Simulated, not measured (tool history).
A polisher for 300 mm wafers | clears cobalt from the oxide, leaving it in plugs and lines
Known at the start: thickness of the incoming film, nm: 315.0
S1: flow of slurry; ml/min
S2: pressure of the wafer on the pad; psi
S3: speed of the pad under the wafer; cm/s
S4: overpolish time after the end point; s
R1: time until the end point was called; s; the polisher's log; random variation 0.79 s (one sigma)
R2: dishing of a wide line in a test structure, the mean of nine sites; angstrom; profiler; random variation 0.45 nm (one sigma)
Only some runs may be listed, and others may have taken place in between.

run 1 hour=0 | S1=315 S2=1.3 S3=106 S4=11 | R1=86.811 R2=343.19
run 2 hour=1.8 | S1=315 S2=1 S3=106 S4=11 | R1=110.1 R2=285.6
run 3 hour=3.7 | S1=290 S2=1 S3=106 S4=11 | R1=112.14 R2=271.5
run 4 hour=8.8 | S1=255 S2=1.3 S3=114 S4=8 | R1=81.036 R2=267.12
run 5 hour=12.8 | S1=255 S2=1.3 S3=114 S4=5 | R1=81.357 R2=175.34
-- hour=14.7 head pressure recalibrated
run 6 hour=14.7 | S1=205 S2=1.3 S3=114 S4=5 | R1=76.906 R2=194.45

For run 7, what comes out?
run 7 hour=22.3 | S1=205 S2=1.5 S3=116 S4=5 | R1=? R2=?

{"run 7": {"R1": 67.777, "R2": 219.49}}
